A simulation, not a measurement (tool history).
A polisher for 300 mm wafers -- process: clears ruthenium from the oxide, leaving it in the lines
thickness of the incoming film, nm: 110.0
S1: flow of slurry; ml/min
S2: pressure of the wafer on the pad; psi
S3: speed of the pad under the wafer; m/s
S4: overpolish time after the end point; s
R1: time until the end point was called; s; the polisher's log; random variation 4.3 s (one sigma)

run    day   S1   S2    S3  S4      R1
  1      0  275  2.4  0.82  10  96.436
  2  0.071  275  2.4  0.68  10  113.29
  3  0.229  275  1.9  0.68  10  144.64
  4  0.338  275  1.7  0.64  10  165.64
  5  0.467  275  1.5   0.6  10  208.51
  6  0.771  315  1.5   0.6  10  199.59
  7  1.092  315  1.4  0.58  10  228.27

Forecast run 8:
  8  1.421  315  1.3  0.58  10   ?

R1: 246.66 s
